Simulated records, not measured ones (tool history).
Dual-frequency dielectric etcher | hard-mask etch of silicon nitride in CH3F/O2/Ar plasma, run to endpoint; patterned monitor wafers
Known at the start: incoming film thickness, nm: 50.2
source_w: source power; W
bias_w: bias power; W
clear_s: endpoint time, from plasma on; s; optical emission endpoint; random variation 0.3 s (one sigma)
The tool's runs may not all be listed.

run    day  source_w  bias_w  clear_s
  1      0       310      97   63.987
  2  0.367       350      97    62.07
  3  0.679       340      96   62.512
  4  0.938       340     102   60.944
  5  1.175       330     101   62.349
  6  1.288       330     118   58.113

Run 7 comes next. What will it give?
  7  1.479       320     116        ?

Run 7 gave clear_s 59.271 s.
